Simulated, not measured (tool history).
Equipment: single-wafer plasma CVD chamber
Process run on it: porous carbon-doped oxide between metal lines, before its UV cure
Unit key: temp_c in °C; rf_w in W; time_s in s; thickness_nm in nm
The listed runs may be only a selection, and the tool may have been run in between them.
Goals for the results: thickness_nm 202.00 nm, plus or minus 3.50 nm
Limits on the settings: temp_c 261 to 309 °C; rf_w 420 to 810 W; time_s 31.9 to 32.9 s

Run 1, hour 0.0: temp_c 285 °C, rf_w 615 W, time_s 31.9 s. Result: thickness_nm 241.64 nm.
Run 2, hour 3.7: temp_c 288 °C, rf_w 610 W, time_s 31.9 s. Result: thickness_nm 234.73 nm.
Run 3, hour 9.7: temp_c 282 °C, rf_w 610 W, time_s 31.9 s. Result: thickness_nm 244.76 nm.
Run 4, hour 11.0: temp_c 286 °C, rf_w 605 W, time_s 31.9 s. Result: thickness_nm 236.91 nm.
Run 5, hour 15.2: temp_c 278 °C, rf_w 605 W, time_s 31.9 s. Result: thickness_nm 249.31 nm.
Run 6, hour 16.6: temp_c 278 °C, rf_w 605 W, time_s 32.9 s. Result: thickness_nm 258.23 nm.
Run 7, hour 20.3: temp_c 282 °C, rf_w 595 W, time_s 32.9 s. Result: thickness_nm 245.33 nm.
Run 8, hour 28.0: temp_c 286 °C, rf_w 590 W, time_s 32.9 s. Result: thickness_nm 239.45 nm.
Run 9, hour 36.8: temp_c 289 °C, rf_w 585 W, time_s 32.9 s. Result: thickness_nm 230.39 nm.
At hour 42.9: thermocouple changed; heater temperature recalibrated.
Run 10, hour 42.9: temp_c 301 °C, rf_w 575 W, time_s 32.9 s. Result: thickness_nm 214.55 nm.
Run 11, hour 44.7: temp_c 302 °C, rf_w 575 W, time_s 32.9 s. Result: thickness_nm 211.74 nm.
Run 12, hour 48.0: temp_c 303 °C, rf_w 575 W, time_s 32.9 s. Result: thickness_nm 210.84 nm.
Run 13, hour 56.0: temp_c 304 °C, rf_w 575 W, time_s 32.9 s. Result: thickness_nm 209.44 nm.
Run 14, hour 61.4: temp_c 304 °C, rf_w 575 W, time_s 32.9 s. Result: thickness_nm 207.83 nm.
Run 15, hour 66.3: temp_c 305 °C, rf_w 575 W, time_s 32.9 s. Result: thickness_nm 208.53 nm.
Run 16, hour 70.2: temp_c 306 °C, rf_w 575 W, time_s 32.9 s. Result: thickness_nm 206.47 nm.

Exercise: of the 5 proposed moves below, exactly one satisfies all targets within the stated allowed misses. Which move is it?
Run A, hour 74.1: temp_c 308 °C, rf_w 580 W, time_s 32.3 s. Result: thickness_nm ?.
Run B, hour 74.1: temp_c 299 °C, rf_w 560 W, time_s 32.9 s. Result: thickness_nm ?.
Run C, hour 74.1: temp_c 305 °C, rf_w 585 W, time_s 32.9 s. Result: thickness_nm ?.
Run D, hour 74.1: temp_c 304 °C, rf_w 595 W, time_s 32.9 s. Result: thickness_nm ?.
Run E, hour 74.1: temp_c 306 °C, rf_w 590 W, time_s 32.9 s. Result: thickness_nm ?.

move  thickness_nm
   A        203.03
   B        210.97
   C        212.35
   D        217.29
   E        212.82
A: in spec on every target
B: lands further from the targets than the last run did
C: lands further from the targets than the last run did
D: lands further from the targets than the last run did
E: lands further from the targets than the last run did
Answer: A

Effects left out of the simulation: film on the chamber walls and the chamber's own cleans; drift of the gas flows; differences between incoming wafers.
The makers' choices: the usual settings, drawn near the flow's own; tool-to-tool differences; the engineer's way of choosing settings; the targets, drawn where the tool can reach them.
